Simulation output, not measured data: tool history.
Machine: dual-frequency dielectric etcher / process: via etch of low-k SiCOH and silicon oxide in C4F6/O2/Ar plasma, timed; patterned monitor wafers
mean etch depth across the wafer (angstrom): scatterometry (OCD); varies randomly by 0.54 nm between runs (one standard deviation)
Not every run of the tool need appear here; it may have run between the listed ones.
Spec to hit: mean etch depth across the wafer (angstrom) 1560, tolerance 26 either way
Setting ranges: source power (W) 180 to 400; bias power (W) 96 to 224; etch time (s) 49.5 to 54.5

run	hour	source power (W)	bias power (W)	etch time (s)	mean etch depth across the wafer (angstrom)
1	0	290	160	54.5	1354.2
2	7.2	290	160	49.5	1247.6
3	16.2	300	166	49.5	1270.7
4	25	300	185	49.5	1303.8
5	27.7	260	185	49.5	1243.9
6	32.8	280	191	50	1288.6
7	34.6	290	196	50.5	1333.3
8	39.8	290	196	50.5	1337.2
9	47	300	198	50.5	1360.9
10	52	310	199	50.5	1378.9
11	59	320	200	50.5	1397.2

Exactly one of the 5 candidate moves below puts every result within its allowed miss. Which one?
A	66	380	218	53	?
B	66	370	224	54.5	?
C	66	390	218	53.5	?
D	66	360	191	54.5	?
E	66	360	218	54.5	?

move	mean etch depth across the wafer (angstrom)
A	1599.1
B	1641.4
C	1629.4
D	1553.4
E	1612.5
A: moves the result that the last run missed by most past its target, out the other side
B: moves the result that the last run missed by most past its target, out the other side
C: moves the result that the last run missed by most past its target, out the other side
D: in spec on every target
E: moves the result that the last run missed by most past its target, out the other side
Move D is the one to make.
